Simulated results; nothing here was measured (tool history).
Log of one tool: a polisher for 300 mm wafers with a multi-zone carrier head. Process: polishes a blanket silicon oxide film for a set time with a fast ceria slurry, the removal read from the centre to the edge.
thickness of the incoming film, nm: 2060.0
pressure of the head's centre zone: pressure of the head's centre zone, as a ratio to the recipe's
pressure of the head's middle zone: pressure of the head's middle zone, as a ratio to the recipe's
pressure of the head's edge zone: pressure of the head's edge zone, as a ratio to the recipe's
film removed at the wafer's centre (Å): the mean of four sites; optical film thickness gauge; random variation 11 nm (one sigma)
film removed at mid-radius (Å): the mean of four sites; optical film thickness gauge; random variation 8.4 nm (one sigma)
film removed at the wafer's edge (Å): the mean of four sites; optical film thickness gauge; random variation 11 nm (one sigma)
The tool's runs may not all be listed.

run	hour	flow of slurry (ml/min)	pressure of the head's centre zone	pressure of the head's middle zone	pressure of the head's edge zone	polishing time (s)	film removed at the wafer's centre (Å)	film removed at mid-radius (Å)	film removed at the wafer's edge (Å)
1	0.0	230	1.00	1.00	1.00	59	8098.8	8269.8	8202.6
2	6.6	245	0.99	1.05	1.05	61	8105.7	8908.4	8538.7
3	9.0	245	0.99	1.05	1.12	61	8517.4	8882.2	8918.8
4	17.7	200	0.99	1.05	1.12	61	8008.0	8840.9	8662.7
5	18.8	200	0.99	1.13	1.12	61	8041.6	9405.3	8709.1
6	20.9	200	0.99	1.13	1.12	49	6446.8	7548.1	6932.5
# hour 26.6: worn pad replaced by a new one
7	26.6	205	0.99	1.14	1.14	55	7865.4	9154.2	8444.0
8	31.4	235	0.97	1.15	1.16	55	7628.8	9207.3	8440.7
9	39.7	260	0.97	1.15	1.17	57	8172.1	9779.6	8904.7
10	44.0	275	0.96	1.14	1.18	58	8311.5	9973.8	9482.3

Forecast run 11:
11	50.0	290	0.97	1.15	1.18	58	?	?	?

Run 11 gave film removed at the wafer's centre (Å) 8468.4, film removed at mid-radius (Å) 9979.3, film removed at the wafer's edge (Å) 9326.6.
